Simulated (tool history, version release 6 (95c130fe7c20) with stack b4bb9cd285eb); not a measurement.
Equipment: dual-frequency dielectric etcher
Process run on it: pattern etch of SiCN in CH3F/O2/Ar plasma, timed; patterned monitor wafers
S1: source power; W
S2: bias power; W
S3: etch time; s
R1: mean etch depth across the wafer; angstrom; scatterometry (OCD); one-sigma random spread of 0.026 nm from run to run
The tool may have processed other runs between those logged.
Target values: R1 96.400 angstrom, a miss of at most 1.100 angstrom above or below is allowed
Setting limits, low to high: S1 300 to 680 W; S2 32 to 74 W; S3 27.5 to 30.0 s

Run 1, hour 0.0: S1 490 W, S2 53 W, S3 30.0 s. Result: R1 102.500 angstrom.
Run 2, hour 3.2: S1 470 W, S2 53 W, S3 30.0 s. Result: R1 101.450 angstrom.
Run 3, hour 11.6: S1 450 W, S2 53 W, S3 30.0 s. Result: R1 100.210 angstrom.
Run 4, hour 15.6: S1 450 W, S2 53 W, S3 27.5 s. Result: R1 92.357 angstrom.
Run 5, hour 17.2: S1 460 W, S2 53 W, S3 27.5 s. Result: R1 92.370 angstrom.
At hour 22.5: source power generator calibrated.
Run 6, hour 22.5: S1 470 W, S2 53 W, S3 27.5 s. Result: R1 92.331 angstrom.
Run 7, hour 28.5: S1 490 W, S2 53 W, S3 27.5 s. Result: R1 93.698 angstrom.
Run 8, hour 31.3: S1 500 W, S2 53 W, S3 27.5 s. Result: R1 93.969 angstrom.
Run 9, hour 34.3: S1 510 W, S2 53 W, S3 27.5 s. Result: R1 94.322 angstrom.
Run 10, hour 41.6: S1 520 W, S2 53 W, S3 27.5 s. Result: R1 94.657 angstrom.

Of the 5 settings listed for the next run, only one would bring every result within its allowed miss of target. Which one?
Run A, hour 48.9: S1 450 W, S2 58 W, S3 27.5 s. Result: R1 ?.
Run B, hour 48.9: S1 520 W, S2 51 W, S3 27.5 s. Result: R1 ?.
Run C, hour 48.9: S1 510 W, S2 49 W, S3 28.0 s. Result: R1 ?.
Run D, hour 48.9: S1 410 W, S2 57 W, S3 28.0 s. Result: R1 ?.
Run E, hour 48.9: S1 540 W, S2 48 W, S3 28.5 s. Result: R1 ?.

move      R1
   A  94.059
   B  93.678
   C  93.829
   D  93.272
   E  96.298
A: moves away from the targets compared with the last run
B: moves away from the targets compared with the last run
C: moves away from the targets compared with the last run
D: moves away from the targets compared with the last run
E: all results in spec
E is the move that brings every result within its allowed miss.
